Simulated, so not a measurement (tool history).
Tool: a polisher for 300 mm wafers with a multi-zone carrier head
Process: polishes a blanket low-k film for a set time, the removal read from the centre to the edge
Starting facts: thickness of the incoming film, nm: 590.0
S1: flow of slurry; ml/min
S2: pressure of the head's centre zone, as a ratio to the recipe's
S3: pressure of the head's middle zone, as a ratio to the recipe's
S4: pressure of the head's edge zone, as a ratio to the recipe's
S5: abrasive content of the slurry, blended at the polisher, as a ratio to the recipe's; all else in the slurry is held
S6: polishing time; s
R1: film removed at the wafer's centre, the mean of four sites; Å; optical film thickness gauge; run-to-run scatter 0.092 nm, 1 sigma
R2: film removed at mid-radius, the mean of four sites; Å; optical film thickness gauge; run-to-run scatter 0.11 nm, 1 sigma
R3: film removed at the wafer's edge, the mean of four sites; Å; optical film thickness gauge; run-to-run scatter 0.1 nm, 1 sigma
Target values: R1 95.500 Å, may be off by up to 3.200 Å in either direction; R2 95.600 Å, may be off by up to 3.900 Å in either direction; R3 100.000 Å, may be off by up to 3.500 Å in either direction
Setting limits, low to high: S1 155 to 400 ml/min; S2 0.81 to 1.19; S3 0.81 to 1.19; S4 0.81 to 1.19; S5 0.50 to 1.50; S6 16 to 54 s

run 1 hour=0.0 | S1=255 S2=1.00 S3=1.00 S4=1.00 S5=1.00 S6=35 | R1=131.120 R2=121.920 R3=129.160
run 2 hour=7.2 | S1=255 S2=1.00 S3=1.00 S4=1.00 S5=1.00 S6=41 | R1=153.190 R2=142.680 R3=151.440
run 3 hour=14.3 | S1=290 S2=1.00 S3=1.00 S4=1.00 S5=1.00 S6=41 | R1=158.990 R2=147.810 R3=153.220
run 4 hour=19.6 | S1=285 S2=0.97 S3=0.98 S4=0.97 S5=0.85 S6=40 | R1=138.160 R2=126.160 R3=132.850
run 5 hour=28.5 | S1=285 S2=0.97 S3=0.95 S4=0.97 S5=0.85 S6=40 | R1=136.450 R2=124.730 R3=133.160
run 6 hour=30.3 | S1=285 S2=0.97 S3=0.90 S4=0.97 S5=0.85 S6=40 | R1=136.660 R2=121.080 R3=132.610
run 7 hour=37.3 | S1=275 S2=0.93 S3=0.90 S4=0.94 S5=0.75 S6=40 | R1=122.630 R2=110.230 R3=123.420
run 8 hour=37.8 | S1=275 S2=0.93 S3=0.90 S4=0.94 S5=0.75 S6=40 | R1=122.500 R2=111.140 R3=122.860
run 9 hour=44.9 | S1=280 S2=0.90 S3=0.91 S4=0.91 S5=0.70 S6=40 | R1=112.990 R2=106.110 R3=114.150
run 10 hour=45.6 | S1=275 S2=0.88 S3=0.91 S4=0.89 S5=0.70 S6=40 | R1=114.960 R2=104.140 R3=112.870
run 11 hour=49.4 | S1=270 S2=0.81 S3=0.98 S4=0.93 S5=0.50 S6=38 | R1=77.323 R2=80.184 R3=83.962
run 12 hour=50.0 | S1=305 S2=0.86 S3=0.99 S4=0.97 S5=0.70 S6=38 | R1=109.020 R2=108.590 R3=112.390
run 13 hour=57.0 | S1=290 S2=0.86 S3=0.99 S4=0.96 S5=0.70 S6=38 | R1=107.270 R2=107.410 R3=111.260
run 14 hour=62.6 | S1=275 S2=0.86 S3=0.99 S4=0.95 S5=0.70 S6=38 | R1=105.600 R2=105.990 R3=107.780
run 15 hour=68.0 | S1=255 S2=0.86 S3=0.98 S4=0.95 S5=0.70 S6=38 | R1=102.970 R2=105.290 R3=112.010
run 16 hour=74.9 | S1=245 S2=0.87 S3=0.98 S4=0.93 S5=0.70 S6=38 | R1=106.560 R2=103.500 R3=108.310
run 17 hour=75.8 | S1=245 S2=0.86 S3=0.98 S4=0.93 S5=0.70 S6=38 | R1=105.040 R2=104.470 R3=106.990

Next run, 5 choices. One meets every target within its allowed miss, the rest don't. Which?
run A hour=76.7 | S1=335 S2=1.10 S3=0.89 S4=0.81 S5=0.75 S6=32 | R1=? R2=? R3=?
run B hour=76.7 | S1=250 S2=1.14 S3=0.86 S4=0.81 S5=0.60 S6=41 | R1=? R2=? R3=?
run C hour=76.7 | S1=315 S2=0.83 S3=0.94 S4=0.93 S5=1.05 S6=27 | R1=? R2=? R3=?
run D hour=76.7 | S1=260 S2=1.00 S3=0.82 S4=0.95 S5=0.60 S6=44 | R1=? R2=? R3=?
run E hour=76.7 | S1=265 S2=0.84 S3=0.93 S4=0.98 S5=0.70 S6=37 | R1=? R2=? R3=?

move=A R1=111.910 R2=88.617 R3=91.925
move=B R1=120.130 R2=90.740 R3=97.617
move=C R1=97.006 R2=94.883 R3=99.827
move=D R1=119.590 R2=94.127 R3=112.730
move=E R1=102.570 R2=98.962 R3=108.080
A: misses by more than the last run did
B: misses by more than the last run did
C: hits every target within its allowed miss
D: misses by more than the last run did
E: nearer than the last run, and not there yet
Correct choice: C, which meets every target

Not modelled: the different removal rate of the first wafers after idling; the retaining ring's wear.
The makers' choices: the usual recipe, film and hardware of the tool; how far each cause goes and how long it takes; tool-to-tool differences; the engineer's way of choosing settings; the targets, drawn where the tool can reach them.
